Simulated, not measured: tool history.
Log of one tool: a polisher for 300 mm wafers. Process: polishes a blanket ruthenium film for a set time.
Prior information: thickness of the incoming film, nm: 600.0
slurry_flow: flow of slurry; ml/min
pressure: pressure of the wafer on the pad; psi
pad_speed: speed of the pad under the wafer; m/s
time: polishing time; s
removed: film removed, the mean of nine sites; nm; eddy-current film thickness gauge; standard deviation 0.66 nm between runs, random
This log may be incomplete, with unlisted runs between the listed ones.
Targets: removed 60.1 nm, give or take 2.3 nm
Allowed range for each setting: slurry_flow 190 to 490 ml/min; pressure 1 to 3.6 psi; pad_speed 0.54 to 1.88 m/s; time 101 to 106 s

run,day,slurry_flow,pressure,pad_speed,time,removed
1,0,315,2.3,1.2,101,129.61
2,0.029,315,1.9,1.12,101,100.91
3,0.404,315,1.9,1.12,101,102.6
4,0.467,315,1.6,1.06,101,84.567
5,0.65,380,1.6,1.06,101,85.975
6,0.692,380,1.6,1.06,101,84.425
7,1.062,380,1.4,1.04,101,72.932
8,1.175,380,1.3,1.04,101,67.56
9,1.546,380,1,1.04,101,53.381
10,1.65,385,1,1.04,101,52.834
11,1.917,390,1,1.04,101,53.522

Below are 4 possible settings for the next run. Only one of them brings all results inside the allowed miss of their targets. Which is it?
A,2.183,305,1.1,1.08,103,?
B,2.183,370,1.1,0.94,103,?
C,2.183,390,1.1,0.92,103,?
D,2.183,375,1.1,1,101,?

move,removed
A,59.856
B,55.345
C,54.769
D,56.561
A: all results land within tolerance of their targets
B: better than the last run, though not everything is in spec
C: better than the last run, though not everything is in spec
D: better than the last run, though not everything is in spec
Move A is the one to make.
